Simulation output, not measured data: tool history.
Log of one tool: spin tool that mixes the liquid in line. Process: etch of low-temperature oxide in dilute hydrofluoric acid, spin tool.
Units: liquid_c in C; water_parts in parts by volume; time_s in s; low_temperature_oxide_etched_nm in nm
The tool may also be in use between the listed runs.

run  hour  liquid_c  water_parts  time_s  low_temperature_oxide_etched_nm
  1   0.0      20.0          145      95                           6.4335
  2   2.4      23.0          145      95                           7.1345
  3  10.5      23.0          145      75                           5.6689
  4  18.0      23.0          125      75                           6.6667
  5  25.7      24.5          100      80                           9.8056
  6  33.6      23.0          100      80                           9.2661
  7  38.4      24.0           80      85                          12.8830

The next listed run, before its measurement:
  8  45.5      24.0           80      85                                ?

{"run 8": {"low_temperature_oxide_etched_nm": 13.154}}

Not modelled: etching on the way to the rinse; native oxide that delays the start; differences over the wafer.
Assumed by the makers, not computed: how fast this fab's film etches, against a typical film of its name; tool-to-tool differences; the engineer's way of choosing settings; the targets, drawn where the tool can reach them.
